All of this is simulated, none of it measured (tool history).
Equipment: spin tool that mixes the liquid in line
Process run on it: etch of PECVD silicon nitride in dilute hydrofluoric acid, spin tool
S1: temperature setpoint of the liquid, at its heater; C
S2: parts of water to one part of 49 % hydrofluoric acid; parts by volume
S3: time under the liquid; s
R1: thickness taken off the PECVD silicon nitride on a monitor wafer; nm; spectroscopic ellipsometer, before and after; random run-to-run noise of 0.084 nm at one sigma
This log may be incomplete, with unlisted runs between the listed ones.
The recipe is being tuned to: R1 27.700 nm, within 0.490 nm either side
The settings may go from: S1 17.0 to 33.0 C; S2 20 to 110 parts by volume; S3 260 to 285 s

run	hour	S1	S2	S3	R1
1	0.0	25.0	60	260	17.264
2	3.1	26.5	60	260	18.928
3	6.7	26.5	60	285	20.747
4	14.7	27.5	60	285	22.176
5	23.8	28.5	60	285	23.874
6	30.3	28.5	45	285	31.648
7	36.8	28.0	45	285	30.308
8	44.1	27.5	45	285	29.560
9	48.7	27.0	45	285	28.522

Next run, 5 choices. One meets every target within its allowed miss, the rest don't. Which?
A	53.3	25.5	40	285	?
B	53.3	29.0	50	260	?
C	53.3	26.5	45	285	?
D	53.3	32.0	60	285	?
E	53.3	29.0	50	285	?

move	R1
A	29.003
B	26.778
C	27.629
D	29.684
E	29.353
A: further off than the last run
B: takes the biggest miss from the last run beyond its target
C: meets every target
D: further off than the last run
E: further off than the last run
C meets every target.
